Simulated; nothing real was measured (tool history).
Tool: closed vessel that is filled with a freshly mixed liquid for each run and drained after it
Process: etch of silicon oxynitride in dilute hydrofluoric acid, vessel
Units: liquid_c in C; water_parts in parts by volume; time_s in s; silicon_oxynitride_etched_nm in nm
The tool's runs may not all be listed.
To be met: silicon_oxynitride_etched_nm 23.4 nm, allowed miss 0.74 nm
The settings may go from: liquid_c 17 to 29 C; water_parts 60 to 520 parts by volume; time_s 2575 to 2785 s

{"run": 1, "day": 0.0, "liquid_c": 21, "water_parts": 290, "time_s": 2575, "silicon_oxynitride_etched_nm": 16.162}
{"run": 2, "day": 0.108, "liquid_c": 23.5, "water_parts": 285, "time_s": 2575, "silicon_oxynitride_etched_nm": 18.022}
{"run": 3, "day": 0.342, "liquid_c": 25, "water_parts": 280, "time_s": 2575, "silicon_oxynitride_etched_nm": 19.949}
{"run": 4, "day": 0.742, "liquid_c": 26, "water_parts": 280, "time_s": 2575, "silicon_oxynitride_etched_nm": 21.049}
{"run": 5, "day": 1.108, "liquid_c": 26.5, "water_parts": 280, "time_s": 2575, "silicon_oxynitride_etched_nm": 20.864}
{"run": 6, "day": 1.471, "liquid_c": 27, "water_parts": 280, "time_s": 2575, "silicon_oxynitride_etched_nm": 21.667}
{"run": 7, "day": 1.783, "liquid_c": 27.5, "water_parts": 280, "time_s": 2575, "silicon_oxynitride_etched_nm": 22.032}
{"run": 8, "day": 1.862, "liquid_c": 28, "water_parts": 280, "time_s": 2575, "silicon_oxynitride_etched_nm": 22.469}

5 next moves are on the table. One of them brings every result within its allowed miss. Which?
{"run": "A", "day": 1.942, "liquid_c": 27.5, "water_parts": 250, "time_s": 2575, "silicon_oxynitride_etched_nm": "?"}
{"run": "B", "day": 1.942, "liquid_c": 28.5, "water_parts": 295, "time_s": 2575, "silicon_oxynitride_etched_nm": "?"}
{"run": "C", "day": 1.942, "liquid_c": 28.5, "water_parts": 295, "time_s": 2615, "silicon_oxynitride_etched_nm": "?"}
{"run": "D", "day": 1.942, "liquid_c": 28.5, "water_parts": 275, "time_s": 2785, "silicon_oxynitride_etched_nm": "?"}
{"run": "E", "day": 1.942, "liquid_c": 29, "water_parts": 290, "time_s": 2655, "silicon_oxynitride_etched_nm": "?"}

move=A silicon_oxynitride_etched_nm=25.525
move=B silicon_oxynitride_etched_nm=21.755
move=C silicon_oxynitride_etched_nm=22.093
move=D silicon_oxynitride_etched_nm=25.641
move=E silicon_oxynitride_etched_nm=23.374
A: takes the result that was furthest off past its target
B: further off than the last run
C: further off than the last run
D: takes the result that was furthest off past its target
E: meets every target
Answer: E
